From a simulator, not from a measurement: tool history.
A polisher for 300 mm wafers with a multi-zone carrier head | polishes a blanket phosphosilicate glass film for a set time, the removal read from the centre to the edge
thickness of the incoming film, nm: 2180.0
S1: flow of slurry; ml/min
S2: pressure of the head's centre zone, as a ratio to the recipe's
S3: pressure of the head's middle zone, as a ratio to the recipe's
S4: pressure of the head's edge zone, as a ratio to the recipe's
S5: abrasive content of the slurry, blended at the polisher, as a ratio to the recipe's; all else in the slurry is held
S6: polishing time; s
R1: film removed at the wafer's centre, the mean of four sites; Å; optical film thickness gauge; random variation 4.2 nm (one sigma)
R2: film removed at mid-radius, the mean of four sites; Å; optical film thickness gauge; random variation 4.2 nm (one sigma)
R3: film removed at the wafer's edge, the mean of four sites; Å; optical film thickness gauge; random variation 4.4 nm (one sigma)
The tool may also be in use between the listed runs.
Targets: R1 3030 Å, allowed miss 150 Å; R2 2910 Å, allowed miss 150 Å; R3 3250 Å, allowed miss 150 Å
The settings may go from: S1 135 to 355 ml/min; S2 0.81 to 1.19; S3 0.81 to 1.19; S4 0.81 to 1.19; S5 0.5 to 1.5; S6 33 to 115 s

run	day	S1	S2	S3	S4	S5	S6	R1	R2	R3
1	0	225	1	1	1	1	73	6546	6567.2	6353
2	0.033	215	0.97	0.95	1	0.85	63	5076.1	4965.2	5138.7
3	0.146	210	0.95	0.92	0.98	0.75	57	4138.8	4100.6	4315.1
4	0.2	205	0.94	0.89	0.96	0.65	55	3692.8	3499.7	3815.8
5	0.483	205	0.99	0.89	0.96	0.65	55	3848.2	3617.6	3950.1
6	0.771	205	0.99	0.81	0.96	0.65	55	3835.5	3384	3967.4
7	1.083	200	0.95	0.81	0.93	0.6	55	3633.1	3189.3	3619.9
8	1.167	195	0.91	0.82	0.94	0.55	55	3258.6	2985.1	3506
9	1.367	190	0.9	0.83	0.93	0.55	55	3302.8	3134.5	3469.7
10	1.729	190	0.89	0.83	0.93	0.55	54	3137	3013.6	3414.7

Which of these 4 next moves meets every target?
A	2.092	165	0.81	0.94	0.91	0.55	54	?	?	?
B	2.092	155	0.96	0.84	0.81	0.5	57	?	?	?
C	2.092	165	0.91	0.86	0.94	0.5	55	?	?	?
D	2.092	220	0.92	0.93	0.93	0.5	55	?	?	?

move	R1	R2	R3
A	2901.6	3204.9	3405.3
B	3320.3	2904.4	3269.3
C	3083.2	2873.6	3329.7
D	3201.3	3144.2	3376.9
A: further off than the last run
B: brings the result that was furthest off to its target, and leaves another outside
C: meets every target
D: brings the result that was furthest off to its target, and leaves another outside
Move C is the one to make.
